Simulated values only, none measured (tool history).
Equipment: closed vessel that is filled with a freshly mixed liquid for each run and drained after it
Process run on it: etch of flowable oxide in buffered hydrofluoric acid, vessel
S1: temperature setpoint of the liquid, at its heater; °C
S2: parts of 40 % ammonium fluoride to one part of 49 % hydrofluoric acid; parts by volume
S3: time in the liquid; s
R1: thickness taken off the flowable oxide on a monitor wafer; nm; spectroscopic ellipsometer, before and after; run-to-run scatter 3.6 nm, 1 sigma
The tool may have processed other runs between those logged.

run    day    S1   S2   S3      R1
  1      0    22    8  105  404.33
  2  0.342  25.5    8  105   487.7
  3    0.5  26.5    8  105  515.97
  4  0.575  27.5    8  105  542.99
  5  0.942    24    8  105  449.04
  6  1.192  20.5    8  105  372.57
  7  1.462  24.5  7.5  105   497.5
  8  1.638    26  7.5  105  540.27
  9  1.838    27  7.5  105  564.75
 10  1.983  27.5  7.5  105  581.35
 11  2.346    28  7.5  105  604.15

Forecast run 12:
 12  2.429  28.5  7.5  105   ?

Run 12 yielded R1 617.44 nm.
